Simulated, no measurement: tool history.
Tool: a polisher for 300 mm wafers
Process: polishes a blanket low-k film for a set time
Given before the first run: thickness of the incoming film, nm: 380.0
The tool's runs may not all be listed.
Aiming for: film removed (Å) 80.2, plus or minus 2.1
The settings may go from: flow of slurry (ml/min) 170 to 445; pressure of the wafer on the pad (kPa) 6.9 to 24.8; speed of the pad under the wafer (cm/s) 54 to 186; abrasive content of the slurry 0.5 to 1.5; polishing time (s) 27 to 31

run	day	flow of slurry (ml/min)	pressure of the wafer on the pad (kPa)	speed of the pad under the wafer (cm/s)	abrasive content of the slurry	polishing time (s)	film removed (Å)
1	0	285	15.9	118	1	31	167.36
2	0.196	285	15.9	138	1	31	188.35
3	0.312	285	15.9	138	1	27	164
4	0.642	285	15.9	138	1.15	27	177.33
5	0.696	285	14.5	130	1.15	27	153.86
6	0.742	340	14.5	130	1.15	27	156.67
7	1.088	325	10.3	98	1.15	27	90.912
8	1.321	325	9.7	98	1.15	27	84.083
9	1.346	320	9.7	98	1.15	27	85.171

Below are 5 possible settings for the next run. Only one of them brings all results inside the allowed miss of their targets. Which is it?
A	1.371	315	9	114	1	30	?
B	1.371	330	9.7	88	1.1	27	?
C	1.371	315	10.3	108	0.95	28	?
D	1.371	310	10.3	98	1.25	27	?
E	1.371	210	8.3	110	1.1	29	?

move	film removed (Å)
A	92.561
B	76.704
C	92.128
D	94.349
E	80.754
A: lands further from the targets than the last run did
B: takes the result that was furthest off past its target
C: lands further from the targets than the last run did
D: lands further from the targets than the last run did
E: all results land within tolerance of their targets
E is the move that brings every result within its allowed miss.
